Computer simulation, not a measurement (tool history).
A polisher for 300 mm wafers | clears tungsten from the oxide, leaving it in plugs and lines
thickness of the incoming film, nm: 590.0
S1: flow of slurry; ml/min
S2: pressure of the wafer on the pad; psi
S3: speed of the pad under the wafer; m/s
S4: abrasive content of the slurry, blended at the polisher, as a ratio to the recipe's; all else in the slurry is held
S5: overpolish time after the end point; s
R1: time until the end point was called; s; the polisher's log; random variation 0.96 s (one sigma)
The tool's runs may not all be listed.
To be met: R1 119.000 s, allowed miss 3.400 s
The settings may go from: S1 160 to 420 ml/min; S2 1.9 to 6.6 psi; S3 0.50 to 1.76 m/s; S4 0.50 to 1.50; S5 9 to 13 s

run 1 hour=0.0 | S1=270 S2=4.2 S3=1.12 S4=1.00 S5=13 | R1=83.019
run 2 hour=8.5 | S1=270 S2=5.2 S3=1.12 S4=1.00 S5=13 | R1=67.814
run 3 hour=13.7 | S1=270 S2=4.8 S3=1.12 S4=1.00 S5=13 | R1=72.501
run 4 hour=21.7 | S1=270 S2=4.8 S3=1.12 S4=0.80 S5=13 | R1=75.337
run 5 hour=23.4 | S1=270 S2=4.8 S3=1.12 S4=1.00 S5=13 | R1=72.384
run 6 hour=26.1 | S1=270 S2=4.8 S3=1.12 S4=1.10 S5=13 | R1=71.187
run 7 hour=27.4 | S1=270 S2=4.5 S3=1.12 S4=1.10 S5=13 | R1=76.073
run 8 hour=32.1 | S1=270 S2=4.2 S3=1.12 S4=1.10 S5=13 | R1=80.318
run 9 hour=32.9 | S1=270 S2=3.9 S3=1.12 S4=1.10 S5=13 | R1=86.175
run 10 hour=40.0 | S1=270 S2=3.7 S3=1.12 S4=1.10 S5=13 | R1=89.877
run 11 hour=43.3 | S1=270 S2=3.5 S3=1.12 S4=1.10 S5=13 | R1=93.749
run 12 hour=50.0 | S1=270 S2=3.4 S3=1.12 S4=1.10 S5=13 | R1=95.600
run 13 hour=53.9 | S1=270 S2=3.3 S3=1.12 S4=1.10 S5=13 | R1=98.445
run 14 hour=57.9 | S1=260 S2=2.4 S3=1.12 S4=1.10 S5=13 | R1=129.120
run 15 hour=64.9 | S1=265 S2=2.4 S3=1.12 S4=1.10 S5=13 | R1=126.290
run 16 hour=72.5 | S1=270 S2=2.4 S3=1.12 S4=1.10 S5=13 | R1=128.300

4 next moves are on the table. One of them brings every result within its allowed miss. Which?
run A hour=80.1 | S1=295 S2=2.3 S3=1.12 S4=1.15 S5=13 | R1=?
run B hour=80.1 | S1=245 S2=2.1 S3=1.34 S4=1.20 S5=12 | R1=?
run C hour=80.1 | S1=210 S2=2.3 S3=1.12 S4=1.15 S5=13 | R1=?
run D hour=80.1 | S1=265 S2=3.5 S3=0.74 S4=1.20 S5=13 | R1=?

move=A R1=129.940
move=B R1=117.950
move=C R1=133.940
move=D R1=137.780
A: further off than the last run
B: meets every target
C: further off than the last run
D: further off than the last run
Move B is the one to make.
